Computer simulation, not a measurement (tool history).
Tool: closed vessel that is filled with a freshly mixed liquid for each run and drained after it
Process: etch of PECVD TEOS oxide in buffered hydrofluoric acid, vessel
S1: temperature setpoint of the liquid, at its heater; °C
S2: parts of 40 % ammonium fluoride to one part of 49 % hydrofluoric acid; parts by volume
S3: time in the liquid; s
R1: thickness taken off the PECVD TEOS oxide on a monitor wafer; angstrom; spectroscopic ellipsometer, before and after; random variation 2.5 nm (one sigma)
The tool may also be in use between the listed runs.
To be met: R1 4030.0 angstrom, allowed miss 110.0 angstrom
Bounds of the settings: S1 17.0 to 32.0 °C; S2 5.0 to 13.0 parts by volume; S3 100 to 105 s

Run 1, day 0.000: S1 24.0 °C, S2 8.0 parts by volume, S3 100 s. Result: R1 2155.6 angstrom.
Run 2, day 0.179: S1 27.5 °C, S2 8.0 parts by volume, S3 100 s. Result: R1 2607.5 angstrom.
Run 3, day 0.408: S1 28.5 °C, S2 7.5 parts by volume, S3 100 s. Result: R1 2915.3 angstrom.
Run 4, day 0.788: S1 28.5 °C, S2 7.5 parts by volume, S3 100 s. Result: R1 2962.0 angstrom.
Run 5, day 0.946: S1 31.5 °C, S2 7.5 parts by volume, S3 100 s. Result: R1 3436.4 angstrom.
Run 6, day 1.171: S1 31.5 °C, S2 8.5 parts by volume, S3 100 s. Result: R1 2994.4 angstrom.
Run 7, day 1.421: S1 31.5 °C, S2 8.0 parts by volume, S3 100 s. Result: R1 3226.5 angstrom.
Run 8, day 1.762: S1 31.5 °C, S2 7.5 parts by volume, S3 100 s. Result: R1 3433.3 angstrom.
Run 9, day 1.867: S1 32.0 °C, S2 7.0 parts by volume, S3 100 s. Result: R1 3810.6 angstrom.

4 next moves are on the table. One of them brings every result within its allowed miss. Which?
Run A, day 1.971: S1 32.0 °C, S2 7.0 parts by volume, S3 105 s. Result: R1 ?.
Run B, day 1.971: S1 32.0 °C, S2 7.5 parts by volume, S3 105 s. Result: R1 ?.
Run C, day 1.971: S1 31.0 °C, S2 7.0 parts by volume, S3 105 s. Result: R1 ?.
Run D, day 1.971: S1 31.5 °C, S2 7.0 parts by volume, S3 100 s. Result: R1 ?.

move      R1
   A  4039.4
   B  3750.1
   C  3835.3
   D  3748.8
A: meets every target
B: further off than the last run
C: nearer than the last run, and not there yet
D: further off than the last run
Move A is the one to make.

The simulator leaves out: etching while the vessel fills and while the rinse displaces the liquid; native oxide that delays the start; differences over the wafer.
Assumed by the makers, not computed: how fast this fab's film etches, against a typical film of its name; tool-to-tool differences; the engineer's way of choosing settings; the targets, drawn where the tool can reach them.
